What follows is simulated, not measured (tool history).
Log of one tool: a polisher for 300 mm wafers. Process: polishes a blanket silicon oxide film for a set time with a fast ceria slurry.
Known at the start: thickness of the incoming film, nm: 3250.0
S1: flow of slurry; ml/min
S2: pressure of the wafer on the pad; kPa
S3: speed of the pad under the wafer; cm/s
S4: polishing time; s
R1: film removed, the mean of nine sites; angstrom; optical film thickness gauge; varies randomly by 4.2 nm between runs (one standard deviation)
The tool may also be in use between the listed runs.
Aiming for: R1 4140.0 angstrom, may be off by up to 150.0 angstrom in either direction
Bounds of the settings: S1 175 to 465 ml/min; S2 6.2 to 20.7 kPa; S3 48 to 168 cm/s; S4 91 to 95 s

Run 1, day 0.000: S1 295 ml/min, S2 13.1 kPa, S3 108 cm/s, S4 91 s. Result: R1 9101.3 angstrom.
Run 2, day 0.100: S1 235 ml/min, S2 13.1 kPa, S3 108 cm/s, S4 91 s. Result: R1 8606.9 angstrom.
Run 3, day 0.196: S1 225 ml/min, S2 11.0 kPa, S3 102 cm/s, S4 91 s. Result: R1 7436.5 angstrom.
Run 4, day 0.296: S1 225 ml/min, S2 11.0 kPa, S3 80 cm/s, S4 91 s. Result: R1 6272.1 angstrom.
Run 5, day 0.571: S1 225 ml/min, S2 11.0 kPa, S3 100 cm/s, S4 91 s. Result: R1 7379.5 angstrom.
Run 6, day 0.792: S1 180 ml/min, S2 11.0 kPa, S3 100 cm/s, S4 91 s. Result: R1 7072.9 angstrom.
Run 7, day 0.988: S1 180 ml/min, S2 9.7 kPa, S3 90 cm/s, S4 91 s. Result: R1 5968.6 angstrom.
Run 8, day 1.146: S1 175 ml/min, S2 6.2 kPa, S3 70 cm/s, S4 91 s. Result: R1 4008.2 angstrom.

Of the 5 settings listed for the next run, only one would bring every result within its allowed miss of target. Which one?
Run A, day 1.304: S1 175 ml/min, S2 6.9 kPa, S3 64 cm/s, S4 91 s. Result: R1 ?.
Run B, day 1.304: S1 175 ml/min, S2 6.2 kPa, S3 64 cm/s, S4 94 s. Result: R1 ?.
Run C, day 1.304: S1 175 ml/min, S2 6.2 kPa, S3 64 cm/s, S4 91 s. Result: R1 ?.
Run D, day 1.304: S1 175 ml/min, S2 6.2 kPa, S3 74 cm/s, S4 93 s. Result: R1 ?.
Run E, day 1.304: S1 180 ml/min, S2 6.2 kPa, S3 68 cm/s, S4 91 s. Result: R1 ?.

move      R1
   A  3862.3
   B  3797.5
   C  3676.3
   D  4181.6
   E  3866.7
A: misses by more than the last run did
B: misses by more than the last run did
C: misses by more than the last run did
D: in spec on every target
E: misses by more than the last run did
D meets every target.
